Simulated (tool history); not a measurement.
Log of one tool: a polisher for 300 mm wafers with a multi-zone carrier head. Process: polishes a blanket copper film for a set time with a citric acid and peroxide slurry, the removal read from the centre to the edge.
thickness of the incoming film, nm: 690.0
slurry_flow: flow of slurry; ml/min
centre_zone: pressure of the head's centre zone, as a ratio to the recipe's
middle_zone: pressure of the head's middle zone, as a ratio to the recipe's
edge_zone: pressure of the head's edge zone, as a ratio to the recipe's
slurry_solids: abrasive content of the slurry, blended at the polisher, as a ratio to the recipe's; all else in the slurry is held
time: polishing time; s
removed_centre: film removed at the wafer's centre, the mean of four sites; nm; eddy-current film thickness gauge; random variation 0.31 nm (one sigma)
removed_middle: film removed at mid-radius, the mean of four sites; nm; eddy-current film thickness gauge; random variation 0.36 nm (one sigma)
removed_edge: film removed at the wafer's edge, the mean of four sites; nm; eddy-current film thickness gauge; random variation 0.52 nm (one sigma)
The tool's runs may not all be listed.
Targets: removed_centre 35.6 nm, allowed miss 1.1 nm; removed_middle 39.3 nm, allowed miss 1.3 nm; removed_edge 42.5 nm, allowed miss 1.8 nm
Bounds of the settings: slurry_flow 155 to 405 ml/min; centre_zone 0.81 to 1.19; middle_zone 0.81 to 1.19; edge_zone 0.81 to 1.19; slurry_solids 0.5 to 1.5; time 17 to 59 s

| run | hour | slurry_flow | centre_zone | middle_zone | edge_zone | slurry_solids | time | removed_centre | removed_middle | removed_edge |
|---|---|---|---|---|---|---|---|---|---|---|
| 1 | 0 | 260 | 1 | 1 | 1 | 1 | 38 | 61.751 | 62.446 | 61.1 |
| 2 | 8.1 | 255 | 0.98 | 0.99 | 1 | 0.95 | 37 | 57.275 | 59.342 | 57.989 |
| 3 | 9.9 | 250 | 0.96 | 0.97 | 1 | 0.9 | 36 | 53.532 | 55.989 | 56.088 |
| 4 | 14.2 | 250 | 0.88 | 0.97 | 1 | 0.9 | 36 | 48.99 | 55.523 | 56.608 |
| 5 | 18.6 | 245 | 0.87 | 0.96 | 0.99 | 0.85 | 35 | 46.419 | 53.488 | 54.388 |
| 6 | 24.3 | 245 | 0.87 | 0.96 | 0.99 | 0.85 | 41 | 53.918 | 62.306 | 63.845 |
| 7 | 30.3 | 245 | 0.87 | 0.95 | 0.98 | 0.8 | 40 | 52.468 | 60.185 | 61.23 |
| 8 | 34.3 | 240 | 0.87 | 0.94 | 0.98 | 0.75 | 39 | 50.292 | 57.487 | 56.939 |
| 9 | 38.6 | 235 | 0.86 | 0.93 | 0.99 | 0.75 | 38 | 47.81 | 54.525 | 55.374 |
| 10 | 46 | 230 | 0.85 | 0.92 | 1 | 0.75 | 37 | 46.368 | 52.904 | 55.08 |
| 11 | 48.6 | 225 | 0.85 | 0.91 | 1 | 0.7 | 36 | 43.658 | 49.788 | 54.627 |
| 12 | 51.6 | 225 | 0.85 | 0.9 | 0.99 | 0.7 | 36 | 44.501 | 49.413 | 52.676 |
| 13 | 57 | 220 | 0.85 | 0.89 | 0.99 | 0.7 | 36 | 44.923 | 48.929 | 51.964 |
| 14 | 60.6 | 220 | 0.85 | 0.89 | 0.99 | 0.7 | 35 | 43.012 | 47.108 | 49.995 |

4 next moves are on the table. One of them brings every result within its allowed miss. Which?
| A | 64.2 | 170 | 0.83 | 0.86 | 1.14 | 0.75 | 31 | ? | ? | ? |
| B | 64.2 | 260 | 0.9 | 0.96 | 1.12 | 0.7 | 27 | ? | ? | ? |
| C | 64.2 | 170 | 0.88 | 0.95 | 1.04 | 0.65 | 32 | ? | ? | ? |
| D | 64.2 | 235 | 0.83 | 0.84 | 0.97 | 0.8 | 31 | ? | ? | ? |

| move | removed_centre | removed_middle | removed_edge |
|---|---|---|---|
| A | 35.332 | 39.557 | 47.671 |
| B | 35.521 | 39.8 | 42.57 |
| C | 37.545 | 43.007 | 45.512 |
| D | 38.09 | 41.575 | 46.476 |
A: brings the result that was furthest off to its target, and leaves another outside
B: meets every target
C: nearer than the last run, and not there yet
D: nearer than the last run, and not there yet
Move B is the one to make.
